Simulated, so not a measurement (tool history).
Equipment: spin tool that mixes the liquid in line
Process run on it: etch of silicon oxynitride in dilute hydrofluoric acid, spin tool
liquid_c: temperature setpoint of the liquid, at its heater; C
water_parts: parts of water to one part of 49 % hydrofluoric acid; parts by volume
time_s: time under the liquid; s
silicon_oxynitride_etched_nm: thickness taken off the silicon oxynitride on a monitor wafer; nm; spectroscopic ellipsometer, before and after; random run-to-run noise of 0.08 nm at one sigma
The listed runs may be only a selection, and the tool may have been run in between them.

{"run": 1, "hour": 0.0, "liquid_c": 20, "water_parts": 45, "time_s": 100, "silicon_oxynitride_etched_nm": 6.2869}
{"run": 2, "hour": 3.5, "liquid_c": 20, "water_parts": 30, "time_s": 100, "silicon_oxynitride_etched_nm": 9.6156}
{"run": 3, "hour": 9.2, "liquid_c": 22.5, "water_parts": 30, "time_s": 100, "silicon_oxynitride_etched_nm": 10.781}
{"run": 4, "hour": 13.0, "liquid_c": 22.5, "water_parts": 30, "time_s": 80, "silicon_oxynitride_etched_nm": 8.7095}
{"run": 5, "hour": 20.6, "liquid_c": 25, "water_parts": 30, "time_s": 80, "silicon_oxynitride_etched_nm": 9.7984}
{"run": 6, "hour": 26.2, "liquid_c": 23.5, "water_parts": 30, "time_s": 80, "silicon_oxynitride_etched_nm": 9.1441}

Run 7 is up next; what results do you expect?
{"run": 7, "hour": 30.1, "liquid_c": 25, "water_parts": 25, "time_s": 85, "silicon_oxynitride_etched_nm": "?"}

Run 7 measured silicon_oxynitride_etched_nm 12.448 nm.
